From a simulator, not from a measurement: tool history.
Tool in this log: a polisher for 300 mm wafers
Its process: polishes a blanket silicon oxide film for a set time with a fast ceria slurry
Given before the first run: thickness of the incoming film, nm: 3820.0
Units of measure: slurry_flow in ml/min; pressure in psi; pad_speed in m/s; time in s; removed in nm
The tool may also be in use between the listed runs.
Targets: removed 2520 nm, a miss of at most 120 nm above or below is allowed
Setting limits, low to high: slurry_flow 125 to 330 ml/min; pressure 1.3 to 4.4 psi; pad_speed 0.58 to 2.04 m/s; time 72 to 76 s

Run 1, day 0: slurry_flow 210 ml/min, pressure 2.8 psi, pad_speed 1.3 m/s, time 72 s. Result: removed 1718.1 nm.
Run 2, day 0.125: slurry_flow 210 ml/min, pressure 2.8 psi, pad_speed 1.3 m/s, time 76 s. Result: removed 1750.9 nm.
Run 3, day 0.221: slurry_flow 210 ml/min, pressure 2.8 psi, pad_speed 1.58 m/s, time 76 s. Result: removed 2026.5 nm.
Run 4, day 0.321: slurry_flow 175 ml/min, pressure 2.8 psi, pad_speed 1.58 m/s, time 76 s. Result: removed 2000.3 nm.
Run 5, day 0.462: slurry_flow 175 ml/min, pressure 2.8 psi, pad_speed 1.58 m/s, time 72 s. Result: removed 1881 nm.
Run 6, day 0.712: slurry_flow 175 ml/min, pressure 2.8 psi, pad_speed 1.74 m/s, time 72 s. Result: removed 1989.4 nm.
Run 7, day 1.075: slurry_flow 175 ml/min, pressure 3 psi, pad_speed 1.74 m/s, time 72 s. Result: removed 2145 nm.
At day 1.279: head pressure recalibrated.
Run 8, day 1.279: slurry_flow 175 ml/min, pressure 3.5 psi, pad_speed 1.76 m/s, time 72 s. Result: removed 2661.9 nm.

Which one of the following 5 next-run settings gets every result inside its allowed miss? There is exactly one.
Run A, day 1.483: slurry_flow 180 ml/min, pressure 3.1 psi, pad_speed 1.58 m/s, time 74 s. Result: removed ?.
Run B, day 1.483: slurry_flow 185 ml/min, pressure 3.1 psi, pad_speed 1.62 m/s, time 72 s. Result: removed ?.
Run C, day 1.483: slurry_flow 190 ml/min, pressure 3.6 psi, pad_speed 1.7 m/s, time 76 s. Result: removed ?.
Run D, day 1.483: slurry_flow 135 ml/min, pressure 3.3 psi, pad_speed 1.84 m/s, time 73 s. Result: removed ?.
Run E, day 1.483: slurry_flow 145 ml/min, pressure 3.6 psi, pad_speed 1.82 m/s, time 75 s. Result: removed ?.

move  removed
   A     2226
   B   2217.1
   C     2821
   D     2478
   E   2792.4
A: moves the result that the last run missed by most past its target, out the other side
B: moves the result that the last run missed by most past its target, out the other side
C: lands further from the targets than the last run did
D: all results in spec
E: lands further from the targets than the last run did
D meets every target.
